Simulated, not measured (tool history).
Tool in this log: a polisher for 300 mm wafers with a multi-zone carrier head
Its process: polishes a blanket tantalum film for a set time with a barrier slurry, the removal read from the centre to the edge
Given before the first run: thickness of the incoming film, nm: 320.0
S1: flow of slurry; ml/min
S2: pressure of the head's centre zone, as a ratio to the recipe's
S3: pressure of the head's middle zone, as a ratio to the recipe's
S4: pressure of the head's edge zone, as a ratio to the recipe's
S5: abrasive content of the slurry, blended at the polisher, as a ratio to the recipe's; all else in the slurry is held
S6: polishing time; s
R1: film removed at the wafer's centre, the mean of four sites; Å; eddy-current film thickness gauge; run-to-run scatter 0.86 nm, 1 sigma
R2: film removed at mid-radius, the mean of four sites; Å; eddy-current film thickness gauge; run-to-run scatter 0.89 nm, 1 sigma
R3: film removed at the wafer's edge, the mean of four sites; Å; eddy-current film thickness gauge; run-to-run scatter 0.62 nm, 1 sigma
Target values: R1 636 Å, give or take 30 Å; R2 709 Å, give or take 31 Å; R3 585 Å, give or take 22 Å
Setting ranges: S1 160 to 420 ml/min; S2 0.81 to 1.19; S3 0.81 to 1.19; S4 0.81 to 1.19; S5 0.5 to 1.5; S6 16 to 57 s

Run 1, hour 0: S1 270 ml/min, S2 1, S3 1, S4 1, S5 1, S6 36 s. Result: R1 480.21 Å, R2 477.87 Å, R3 465.99 Å.
Run 2, hour 1.9: S1 270 ml/min, S2 1, S3 1, S4 1, S5 1, S6 32 s. Result: R1 429.11 Å, R2 425.64 Å, R3 419.89 Å.
Run 3, hour 9.4: S1 270 ml/min, S2 1, S3 1, S4 1, S5 0.9, S6 32 s. Result: R1 424.02 Å, R2 402.1 Å, R3 406.38 Å.
Run 4, hour 10.5: S1 275 ml/min, S2 1.04, S3 1.03, S4 1.02, S5 1.1, S6 34 s. Result: R1 496.18 Å, R2 466.24 Å, R3 461.99 Å.
Run 5, hour 18: S1 280 ml/min, S2 1.03, S3 1.07, S4 1, S5 1.2, S6 36 s. Result: R1 515.49 Å, R2 523.48 Å, R3 496.79 Å.
Run 6, hour 20.3: S1 280 ml/min, S2 1.08, S3 1.07, S4 1, S5 1.2, S6 36 s. Result: R1 546.61 Å, R2 534.27 Å, R3 492.06 Å.
Run 7, hour 24.2: S1 285 ml/min, S2 1.08, S3 1.1, S4 0.99, S5 1.3, S6 37 s. Result: R1 573.71 Å, R2 560.41 Å, R3 531.14 Å.
Run 8, hour 25.5: S1 285 ml/min, S2 1.08, S3 1.1, S4 0.99, S5 1.3, S6 37 s. Result: R1 577.95 Å, R2 574.31 Å, R3 510.27 Å.
Run 9, hour 28.9: S1 290 ml/min, S2 1.07, S3 1.13, S4 0.99, S5 1.35, S6 38 s. Result: R1 596.19 Å, R2 629.99 Å, R3 533.58 Å.
Run 10, hour 35.7: S1 295 ml/min, S2 1.07, S3 1.14, S4 1.01, S5 1.4, S6 38 s. Result: R1 596.05 Å, R2 627.62 Å, R3 547.32 Å.
Run 11, hour 40.8: S1 300 ml/min, S2 1.07, S3 1.15, S4 1.01, S5 1.45, S6 39 s. Result: R1 625.92 Å, R2 651.79 Å, R3 565.46 Å.
Run 12, hour 49.2: S1 300 ml/min, S2 1.06, S3 1.16, S4 1.01, S5 1.45, S6 39 s. Result: R1 611.79 Å, R2 656.23 Å, R3 560.67 Å.
At hour 57.7: centre zone pressure recalibrated.
Run 13, hour 57.7: S1 300 ml/min, S2 1.06, S3 1.17, S4 1.01, S5 1.45, S6 39 s. Result: R1 598.52 Å, R2 646.87 Å, R3 565.26 Å.

5 next moves are on the table. One of them brings every result within its allowed miss. Which?
Run A, hour 66.2: S1 245 ml/min, S2 1.01, S3 1.17, S4 1.04, S5 1.5, S6 40 s. Result: R1 ?, R2 ?, R3 ?.
Run B, hour 66.2: S1 350 ml/min, S2 1.07, S3 1.18, S4 0.96, S5 1.5, S6 40 s. Result: R1 ?, R2 ?, R3 ?.
Run C, hour 66.2: S1 310 ml/min, S2 1.17, S3 1.02, S4 1.04, S5 1.4, S6 39 s. Result: R1 ?, R2 ?, R3 ?.
Run D, hour 66.2: S1 250 ml/min, S2 1.19, S3 1.03, S4 1.12, S5 1.35, S6 42 s. Result: R1 ?, R2 ?, R3 ?.
Run E, hour 66.2: S1 215 ml/min, S2 1.08, S3 0.99, S4 1.07, S5 1.45, S6 40 s. Result: R1 ?, R2 ?, R3 ?.

move      R1      R2      R3
   A   568.7  667.44  572.62
   B  621.33  698.77  567.22
   C  632.01  584.92  562.08
   D  665.73  614.16  611.17
   E  582.18  563.46  569.69
A: lands further from the targets than the last run did
B: every result within its allowed miss
C: lands further from the targets than the last run did
D: lands further from the targets than the last run did
E: lands further from the targets than the last run did
So the answer is move B, the one that meets all the targets.

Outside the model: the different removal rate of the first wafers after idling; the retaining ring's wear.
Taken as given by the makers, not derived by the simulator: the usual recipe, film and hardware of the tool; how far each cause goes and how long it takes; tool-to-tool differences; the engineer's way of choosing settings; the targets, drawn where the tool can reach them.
